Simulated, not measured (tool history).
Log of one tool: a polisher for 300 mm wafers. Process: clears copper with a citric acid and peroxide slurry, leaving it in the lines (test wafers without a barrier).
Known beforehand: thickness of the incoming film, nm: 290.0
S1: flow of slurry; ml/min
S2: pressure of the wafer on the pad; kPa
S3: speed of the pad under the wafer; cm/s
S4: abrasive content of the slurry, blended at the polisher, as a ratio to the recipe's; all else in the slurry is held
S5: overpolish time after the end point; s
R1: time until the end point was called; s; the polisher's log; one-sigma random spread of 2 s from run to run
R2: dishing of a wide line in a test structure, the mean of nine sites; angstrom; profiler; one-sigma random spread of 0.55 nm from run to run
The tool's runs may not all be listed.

| run | hour | S1 | S2 | S3 | S4 | S5 | R1 | R2 |
|---|---|---|---|---|---|---|---|---|
| 1 | 0 | 290 | 15.2 | 120 | 1 | 29 | 145.51 | 380.93 |
| 2 | 6 | 290 | 13.8 | 120 | 1 | 30 | 157.88 | 364.23 |
| 3 | 12.3 | 290 | 12.4 | 120 | 1 | 31 | 175.09 | 341.09 |
| 4 | 18 | 290 | 12.4 | 136 | 1 | 31 | 153.75 | 380.6 |
| 5 | 20.7 | 290 | 11.7 | 134 | 1 | 32 | 167.37 | 367.67 |
| 6 | 21.7 | 290 | 11 | 134 | 1 | 33 | 177.21 | 354.1 |
| 7 | 30.4 | 290 | 10.3 | 134 | 1 | 34 | 184.28 | 348.17 |

Forecast run 8:
| 8 | 39.5 | 290 | 9.7 | 134 | 1 | 35 | ? | ? |

Run 8 produced R1 200.62 s, R2 340.73 angstrom.

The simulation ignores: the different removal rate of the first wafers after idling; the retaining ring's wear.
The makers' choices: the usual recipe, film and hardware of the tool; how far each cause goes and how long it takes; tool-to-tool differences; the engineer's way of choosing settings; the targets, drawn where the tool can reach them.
